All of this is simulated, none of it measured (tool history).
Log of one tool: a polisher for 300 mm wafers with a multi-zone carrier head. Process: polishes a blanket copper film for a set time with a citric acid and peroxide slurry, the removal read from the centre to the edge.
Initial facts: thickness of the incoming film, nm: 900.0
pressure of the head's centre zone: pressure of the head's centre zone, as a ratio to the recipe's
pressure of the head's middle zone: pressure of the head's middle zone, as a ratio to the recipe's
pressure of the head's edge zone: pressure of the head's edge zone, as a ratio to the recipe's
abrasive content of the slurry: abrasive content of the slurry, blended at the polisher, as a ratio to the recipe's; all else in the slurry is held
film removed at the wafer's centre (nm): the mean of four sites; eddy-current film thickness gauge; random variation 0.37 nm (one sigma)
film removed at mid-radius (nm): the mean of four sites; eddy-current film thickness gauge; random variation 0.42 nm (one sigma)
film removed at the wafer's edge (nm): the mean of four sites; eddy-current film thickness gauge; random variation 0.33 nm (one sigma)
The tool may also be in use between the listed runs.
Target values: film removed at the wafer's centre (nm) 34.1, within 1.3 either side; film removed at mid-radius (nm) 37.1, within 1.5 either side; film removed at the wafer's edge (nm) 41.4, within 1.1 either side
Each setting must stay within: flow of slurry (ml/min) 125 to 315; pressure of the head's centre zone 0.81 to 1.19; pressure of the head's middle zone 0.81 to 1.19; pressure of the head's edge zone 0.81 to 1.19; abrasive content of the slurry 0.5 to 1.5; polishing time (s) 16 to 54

| run | hour | flow of slurry (ml/min) | pressure of the head's centre zone | pressure of the head's middle zone | pressure of the head's edge zone | abrasive content of the slurry | polishing time (s) | film removed at the wafer's centre (nm) | film removed at mid-radius (nm) | film removed at the wafer's edge (nm) |
|---|---|---|---|---|---|---|---|---|---|---|
| 1 | 0 | 205 | 1 | 1 | 1 | 1 | 35 | 48.914 | 48.333 | 49.437 |
| 2 | 8.3 | 195 | 0.95 | 0.97 | 0.99 | 0.9 | 35 | 45.647 | 45.497 | 47.881 |
| 3 | 15.6 | 195 | 0.95 | 0.97 | 0.99 | 0.9 | 31 | 40.064 | 40.788 | 42.832 |
| 4 | 20 | 185 | 0.92 | 0.96 | 0.99 | 0.9 | 31 | 38.147 | 39.975 | 42.508 |
| 5 | 27.4 | 185 | 0.92 | 0.96 | 0.99 | 0.7 | 31 | 35.903 | 37.453 | 40.387 |
| 6 | 32.2 | 180 | 0.91 | 0.96 | 1 | 0.7 | 31 | 35.121 | 37.935 | 39.527 |
| 7 | 36.5 | 200 | 0.86 | 0.87 | 1.1 | 0.8 | 31 | 35.248 | 37.276 | 44.533 |
| 8 | 45.3 | 200 | 0.86 | 0.87 | 1.1 | 0.8 | 31 | 35.179 | 37.259 | 43.827 |
| 9 | 53.1 | 195 | 0.86 | 0.88 | 1.08 | 0.8 | 31 | 35.021 | 37.65 | 43.683 |
| 10 | 57.6 | 190 | 0.86 | 0.89 | 1.06 | 0.8 | 31 | 34.774 | 37.29 | 42.993 |

Which one of the following 5 next-run settings gets every result inside its allowed miss? There is exactly one.
| A | 62.1 | 155 | 0.96 | 1.02 | 1.02 | 0.75 | 32 | ? | ? | ? |
| B | 62.1 | 225 | 0.81 | 0.89 | 1.12 | 0.75 | 31 | ? | ? | ? |
| C | 62.1 | 140 | 0.85 | 0.88 | 0.95 | 0.8 | 33 | ? | ? | ? |
| D | 62.1 | 170 | 0.81 | 1.1 | 1.01 | 0.85 | 29 | ? | ? | ? |
| E | 62.1 | 240 | 0.94 | 0.97 | 0.99 | 0.95 | 27 | ? | ? | ? |

| move | film removed at the wafer's centre (nm) | film removed at mid-radius (nm) | film removed at the wafer's edge (nm) |
|---|---|---|---|
| A | 38.183 | 40.417 | 41.274 |
| B | 33.51 | 38.021 | 44.026 |
| C | 34.374 | 37.285 | 41.101 |
| D | 30.645 | 40.568 | 38.78 |
| E | 36.128 | 37.371 | 38.253 |
A: brings the result that was furthest off to its target, and leaves another outside
B: moves away from the targets compared with the last run
C: every result within its allowed miss
D: the result that was furthest off in the last run now lies on the other side of its target
E: the result that was furthest off in the last run now lies on the other side of its target
Correct choice: C, which meets every target
